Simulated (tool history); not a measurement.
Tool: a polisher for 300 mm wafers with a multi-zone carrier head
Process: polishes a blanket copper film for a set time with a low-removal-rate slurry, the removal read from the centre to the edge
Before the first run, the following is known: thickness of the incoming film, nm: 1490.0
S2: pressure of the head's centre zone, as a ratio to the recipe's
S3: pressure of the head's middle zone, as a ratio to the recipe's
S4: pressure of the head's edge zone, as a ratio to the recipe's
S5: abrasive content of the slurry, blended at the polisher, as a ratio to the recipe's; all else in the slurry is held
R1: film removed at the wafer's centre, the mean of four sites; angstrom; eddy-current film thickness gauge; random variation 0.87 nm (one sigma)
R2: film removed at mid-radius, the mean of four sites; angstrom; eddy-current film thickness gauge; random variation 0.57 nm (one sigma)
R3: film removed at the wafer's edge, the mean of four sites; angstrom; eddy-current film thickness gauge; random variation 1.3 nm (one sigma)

run 1 hour=0.0 | flow_of_slurry_(ml/min)=290 S2=1.00 S3=1.00 S4=1.00 S5=1.00 polishing_time_(s)=57 | R1=1193.1 R2=1212.30 R3=1156.4
run 2 hour=6.4 | flow_of_slurry_(ml/min)=285 S2=1.01 S3=0.97 S4=1.00 S5=0.95 polishing_time_(s)=56 | R1=1176.6 R2=1141.80 R3=1119.1
run 3 hour=9.1 | flow_of_slurry_(ml/min)=335 S2=1.01 S3=0.97 S4=1.00 S5=0.95 polishing_time_(s)=56 | R1=1178.8 R2=1144.90 R3=1121.0
run 4 hour=13.1 | flow_of_slurry_(ml/min)=335 S2=1.01 S3=0.95 S4=1.00 S5=0.90 polishing_time_(s)=55 | R1=1143.3 R2=1097.00 R3=1092.0
run 5 hour=21.5 | flow_of_slurry_(ml/min)=335 S2=1.02 S3=0.93 S4=1.00 S5=0.85 polishing_time_(s)=54 | R1=1116.5 R2=1047.20 R3=1059.5
run 6 hour=30.3 | flow_of_slurry_(ml/min)=335 S2=1.03 S3=0.91 S4=1.00 S5=0.80 polishing_time_(s)=53 | R1=1077.7 R2=977.72 R3=1004.2
run 7 hour=38.5 | flow_of_slurry_(ml/min)=330 S2=1.03 S3=0.89 S4=1.00 S5=0.75 polishing_time_(s)=53 | R1=1078.1 R2=949.39 R3=1022.5
run 8 hour=43.5 | flow_of_slurry_(ml/min)=335 S2=1.03 S3=0.88 S4=0.99 S5=0.70 polishing_time_(s)=53 | R1=1057.7 R2=940.90 R3=1030.1

Run 9 has not been measured yet. What should we expect?
run 9 hour=51.8 | flow_of_slurry_(ml/min)=340 S2=1.04 S3=0.88 S4=0.99 S5=0.70 polishing_time_(s)=52 | R1=? R2=? R3=?

{"run 9": {"R1": 1043.0, "R2": 916.96, "R3": 975.0}}
